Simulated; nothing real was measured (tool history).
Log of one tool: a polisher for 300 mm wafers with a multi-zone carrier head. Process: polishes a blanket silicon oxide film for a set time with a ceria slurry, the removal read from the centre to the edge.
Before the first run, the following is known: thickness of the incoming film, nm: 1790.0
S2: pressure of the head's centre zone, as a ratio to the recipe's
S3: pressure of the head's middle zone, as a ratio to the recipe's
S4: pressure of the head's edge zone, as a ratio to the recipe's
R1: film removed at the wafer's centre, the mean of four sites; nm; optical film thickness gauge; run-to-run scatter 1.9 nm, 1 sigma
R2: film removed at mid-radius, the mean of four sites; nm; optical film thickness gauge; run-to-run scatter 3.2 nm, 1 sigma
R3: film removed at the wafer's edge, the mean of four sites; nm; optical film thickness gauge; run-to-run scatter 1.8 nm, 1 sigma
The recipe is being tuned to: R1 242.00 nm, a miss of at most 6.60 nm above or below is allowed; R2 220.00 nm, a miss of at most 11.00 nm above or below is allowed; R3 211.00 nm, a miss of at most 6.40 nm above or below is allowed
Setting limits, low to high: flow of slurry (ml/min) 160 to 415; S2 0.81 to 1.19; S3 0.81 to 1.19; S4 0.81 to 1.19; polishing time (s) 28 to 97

{"run": 1, "hour": 0.0, "flow of slurry (ml/min)": 265, "S2": 1.0, "S3": 1.0, "S4": 1.0, "polishing time (s)": 62, "R1": 289.93, "R2": 274.76, "R3": 267.7}
{"run": 2, "hour": 5.4, "flow of slurry (ml/min)": 260, "S2": 1.0, "S3": 0.98, "S4": 0.96, "polishing time (s)": 59, "R1": 270.99, "R2": 264.15, "R3": 253.45}
{"run": 3, "hour": 13.5, "flow of slurry (ml/min)": 260, "S2": 1.02, "S3": 0.97, "S4": 0.95, "polishing time (s)": 56, "R1": 266.02, "R2": 240.65, "R3": 242.64}
{"run": 4, "hour": 19.6, "flow of slurry (ml/min)": 195, "S2": 1.02, "S3": 0.97, "S4": 0.95, "polishing time (s)": 56, "R1": 251.14, "R2": 233.03, "R3": 233.47}
{"run": 5, "hour": 25.9, "flow of slurry (ml/min)": 195, "S2": 1.02, "S3": 0.97, "S4": 0.95, "polishing time (s)": 61, "R1": 274.35, "R2": 252.02, "R3": 253.59}
{"run": 6, "hour": 31.4, "flow of slurry (ml/min)": 195, "S2": 1.02, "S3": 0.97, "S4": 0.98, "polishing time (s)": 61, "R1": 272.17, "R2": 251.78, "R3": 256.4}
{"run": 7, "hour": 37.9, "flow of slurry (ml/min)": 200, "S2": 1.03, "S3": 0.98, "S4": 0.95, "polishing time (s)": 58, "R1": 260.16, "R2": 250.38, "R3": 244.91}
{"run": 8, "hour": 43.6, "flow of slurry (ml/min)": 230, "S2": 1.03, "S3": 0.97, "S4": 0.91, "polishing time (s)": 55, "R1": 258.32, "R2": 237.2, "R3": 228.99}
{"run": 9, "hour": 46.6, "flow of slurry (ml/min)": 220, "S2": 1.03, "S3": 0.96, "S4": 0.89, "polishing time (s)": 55, "R1": 255.31, "R2": 231.57, "R3": 224.02}

Which of these 5 next moves meets every target?
{"run": "A", "hour": 49.6, "flow of slurry (ml/min)": 240, "S2": 1.18, "S3": 1.04, "S4": 0.81, "polishing time (s)": 52, "R1": "?", "R2": "?", "R3": "?"}
{"run": "B", "hour": 49.6, "flow of slurry (ml/min)": 255, "S2": 0.99, "S3": 0.86, "S4": 1.08, "polishing time (s)": 49, "R1": "?", "R2": "?", "R3": "?"}
{"run": "C", "hour": 49.6, "flow of slurry (ml/min)": 215, "S2": 1.04, "S3": 0.92, "S4": 0.94, "polishing time (s)": 60, "R1": "?", "R2": "?", "R3": "?"}
{"run": "D", "hour": 49.6, "flow of slurry (ml/min)": 200, "S2": 0.99, "S3": 0.91, "S4": 0.81, "polishing time (s)": 55, "R1": "?", "R2": "?", "R3": "?"}
{"run": "E", "hour": 49.6, "flow of slurry (ml/min)": 245, "S2": 1.03, "S3": 0.87, "S4": 0.96, "polishing time (s)": 49, "R1": "?", "R2": "?", "R3": "?"}

move=A R1=283.98 R2=240.17 R3=207.70
move=B R1=226.11 R2=194.73 R3=225.80
move=C R1=283.38 R2=246.15 R3=253.68
move=D R1=244.01 R2=221.08 R3=215.56
move=E R1=233.94 R2=195.56 R3=212.34
A: gets the furthest-off result to its target, but another result is out of tolerance
B: misses by more than the last run did
C: misses by more than the last run did
D: all results land within tolerance of their targets
E: gets the furthest-off result to its target, but another result is out of tolerance
Answer: D

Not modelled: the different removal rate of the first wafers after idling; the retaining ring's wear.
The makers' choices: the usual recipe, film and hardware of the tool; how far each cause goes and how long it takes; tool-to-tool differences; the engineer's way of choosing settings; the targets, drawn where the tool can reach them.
